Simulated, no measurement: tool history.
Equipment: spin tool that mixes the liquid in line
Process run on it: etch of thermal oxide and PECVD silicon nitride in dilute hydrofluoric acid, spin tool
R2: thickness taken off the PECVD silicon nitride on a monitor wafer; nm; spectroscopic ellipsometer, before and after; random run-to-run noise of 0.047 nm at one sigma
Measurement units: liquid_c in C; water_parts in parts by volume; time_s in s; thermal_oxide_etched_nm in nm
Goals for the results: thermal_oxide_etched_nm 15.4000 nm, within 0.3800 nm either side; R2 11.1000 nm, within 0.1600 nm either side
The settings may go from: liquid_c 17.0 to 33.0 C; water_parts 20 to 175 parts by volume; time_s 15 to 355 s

run 1 hour=0.0 | liquid_c=25.0 water_parts=95 time_s=180 | thermal_oxide_etched_nm=8.6969 R2=6.4066
run 2 hour=2.6 | liquid_c=25.0 water_parts=95 time_s=245 | thermal_oxide_etched_nm=11.8510 R2=8.6580
run 3 hour=9.5 | liquid_c=25.0 water_parts=110 time_s=245 | thermal_oxide_etched_nm=10.1080 R2=7.4859
run 4 hour=17.7 | liquid_c=25.5 water_parts=100 time_s=240 | thermal_oxide_etched_nm=11.2490 R2=8.3228
run 5 hour=21.3 | liquid_c=25.5 water_parts=115 time_s=240 | thermal_oxide_etched_nm=9.5572 R2=7.2527
run 6 hour=24.4 | liquid_c=26.0 water_parts=100 time_s=235 | thermal_oxide_etched_nm=11.1090 R2=8.4248
run 7 hour=28.4 | liquid_c=26.0 water_parts=90 time_s=230 | thermal_oxide_etched_nm=12.4490 R2=9.1968
run 8 hour=33.0 | liquid_c=26.5 water_parts=85 time_s=225 | thermal_oxide_etched_nm=13.1340 R2=9.8113
run 9 hour=38.2 | liquid_c=26.5 water_parts=65 time_s=220 | thermal_oxide_etched_nm=17.2190 R2=12.4470
run 10 hour=45.7 | liquid_c=26.0 water_parts=65 time_s=220 | thermal_oxide_etched_nm=17.0210 R2=12.1610

Which one of the following 5 next-run settings gets every result inside its allowed miss? There is exactly one.
run A hour=53.2 | liquid_c=32.0 water_parts=90 time_s=225 | thermal_oxide_etched_nm=? R2=?
run B hour=53.2 | liquid_c=27.0 water_parts=55 time_s=160 | thermal_oxide_etched_nm=? R2=?
run C hour=53.2 | liquid_c=28.5 water_parts=65 time_s=180 | thermal_oxide_etched_nm=? R2=?
run D hour=53.2 | liquid_c=27.0 water_parts=65 time_s=230 | thermal_oxide_etched_nm=? R2=?
run E hour=53.2 | liquid_c=28.0 water_parts=80 time_s=225 | thermal_oxide_etched_nm=? R2=?

move=A thermal_oxide_etched_nm=15.2320 R2=13.1120
move=B thermal_oxide_etched_nm=15.3820 R2=11.0640
move=C thermal_oxide_etched_nm=15.3180 R2=11.6360
move=D thermal_oxide_etched_nm=18.4490 R2=13.4860
move=E thermal_oxide_etched_nm=14.9350 R2=11.4570
A: lands further from the targets than the last run did
B: every result within its allowed miss
C: better than the last run, though not everything is in spec
D: lands further from the targets than the last run did
E: better than the last run, though not everything is in spec
B meets every target.
